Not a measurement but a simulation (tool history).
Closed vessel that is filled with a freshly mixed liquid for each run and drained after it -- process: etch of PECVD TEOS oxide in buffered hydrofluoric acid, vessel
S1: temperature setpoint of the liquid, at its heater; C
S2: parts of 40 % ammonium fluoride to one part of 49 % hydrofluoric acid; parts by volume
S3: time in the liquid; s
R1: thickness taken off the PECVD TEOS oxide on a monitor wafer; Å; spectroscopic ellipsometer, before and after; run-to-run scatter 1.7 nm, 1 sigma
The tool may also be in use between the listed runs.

run 1 day=0.000 | S1=25.0 S2=8.5 S3=95 | R1=3194.1
run 2 day=0.358 | S1=25.0 S2=7.0 S3=95 | R1=3957.1
run 3 day=0.533 | S1=25.5 S2=7.0 S3=95 | R1=4050.3
run 4 day=0.762 | S1=29.0 S2=7.0 S3=95 | R1=4879.5
run 5 day=0.979 | S1=28.5 S2=7.0 S3=95 | R1=4713.1
run 6 day=1.088 | S1=28.5 S2=7.0 S3=100 | R1=4977.3
run 7 day=1.475 | S1=28.0 S2=7.0 S3=100 | R1=4855.8
run 8 day=1.521 | S1=27.5 S2=7.0 S3=100 | R1=4745.5

What does the tool deliver on the next run?
run 9 day=1.850 | S1=27.0 S2=7.0 S3=100 | R1=?

Run 9 came out at R1 4625.9 Å.
